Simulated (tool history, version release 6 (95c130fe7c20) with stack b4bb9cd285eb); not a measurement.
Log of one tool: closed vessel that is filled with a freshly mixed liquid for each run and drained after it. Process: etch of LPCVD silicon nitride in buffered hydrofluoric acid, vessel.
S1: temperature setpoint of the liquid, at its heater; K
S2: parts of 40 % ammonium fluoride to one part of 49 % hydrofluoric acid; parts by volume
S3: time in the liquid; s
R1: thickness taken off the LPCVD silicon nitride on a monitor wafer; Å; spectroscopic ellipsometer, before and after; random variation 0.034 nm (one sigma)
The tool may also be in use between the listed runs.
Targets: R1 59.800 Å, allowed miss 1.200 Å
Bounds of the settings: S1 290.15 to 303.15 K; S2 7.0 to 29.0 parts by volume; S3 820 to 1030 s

run,hour,S1,S2,S3,R1
1,0.0,295.15,18.0,1030,88.569
2,5.7,295.15,20.5,1030,77.473
3,11.9,298.15,20.5,1030,90.397
4,16.4,298.15,18.0,1030,102.830
5,18.6,297.15,18.5,1030,95.269
6,24.4,296.15,19.0,1030,88.183
7,26.0,295.15,19.5,1030,81.839
8,33.3,291.15,21.0,1030,61.950

Which of these 5 next moves meets every target?
A,40.6,291.65,19.0,905,?
B,40.6,293.15,25.0,975,?
C,40.6,291.15,20.5,940,?
D,40.6,290.65,19.0,915,?
E,40.6,290.15,21.0,1010,?

move,R1
A,59.949
B,57.276
C,56.559
D,57.260
E,56.451
A: meets every target
B: takes the result that was furthest off past its target
C: takes the result that was furthest off past its target
D: takes the result that was furthest off past its target
E: takes the result that was furthest off past its target
Move A is the one to make.
